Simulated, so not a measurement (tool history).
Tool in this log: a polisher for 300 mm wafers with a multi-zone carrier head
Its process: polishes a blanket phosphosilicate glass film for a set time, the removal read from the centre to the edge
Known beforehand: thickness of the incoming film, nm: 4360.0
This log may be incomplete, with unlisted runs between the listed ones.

run  hour  flow of slurry (ml/min)  pressure of the head's centre zone  pressure of the head's middle zone  pressure of the head's edge zone  abrasive content of the slurry  polishing time (s)  film removed at the wafer's centre (angstrom)  film removed at mid-radius (angstrom)  film removed at the wafer's edge (angstrom)
  1   0.0                      230                                1.00                                1.00                              1.00                            1.00                  50                                         2538.0                                 2462.0                                       2415.8
  2   7.9                      230                                1.07                                1.00                              1.00                            1.00                  50                                         2706.8                                 2420.4                                       2441.2
  3  12.4                      240                                1.08                                1.04                              1.03                            1.05                  50                                         2854.6                                 2563.2                                       2539.5
  4  20.6                      240                                1.12                                1.04                              1.03                            1.05                  50                                         2922.1                                 2676.2                                       2548.1
  5  26.7                      240                                1.12                                0.98                              1.03                            1.05                  50                                         2895.2                                 2432.4                                       2546.8
  6  29.6                      240                                1.12                                0.98                              1.03                            0.85                  50                                         2709.7                                 2330.2                                       2361.9
  7  36.9                      245                                1.12                                1.01                              1.06                            0.95                  50                                         2806.2                                 2500.5                                       2506.8
  8  40.5                      255                                1.13                                1.03                              1.09                            1.00                  50                                         2896.0                                 2531.6                                       2543.7
  9  47.1                      250                                1.12                                1.05                              1.09                            1.10                  50                                         2945.2                                 2664.6                                       2654.4
 10  49.6                      250                                1.13                                1.07                              1.10                            1.15                  50                                         2984.0                                 2740.3                                       2731.1
 11  58.0                      255                                1.14                                1.09                              1.11                            1.20                  50                                         3088.4                                 2863.0                                       2736.5
 12  62.2                      260                                1.14                                1.10                              1.12                            1.25                  50                                         3148.7                                 2916.6                                       2793.4
 13  69.8                      260                                1.14                                1.10                              1.12                            1.25                  50                                         3166.6                                 2955.7                                       2856.8

Run 14, settings as shown, results not yet in. Your forecast:
 14  73.4                      265                                1.14                                1.10                              1.13                            1.25                  50                                              ?                                      ?                                            ?

film removed at the wafer's centre (angstrom): 3133.6
film removed at mid-radius (angstrom): 2918.1
film removed at the wafer's edge (angstrom): 2818.0
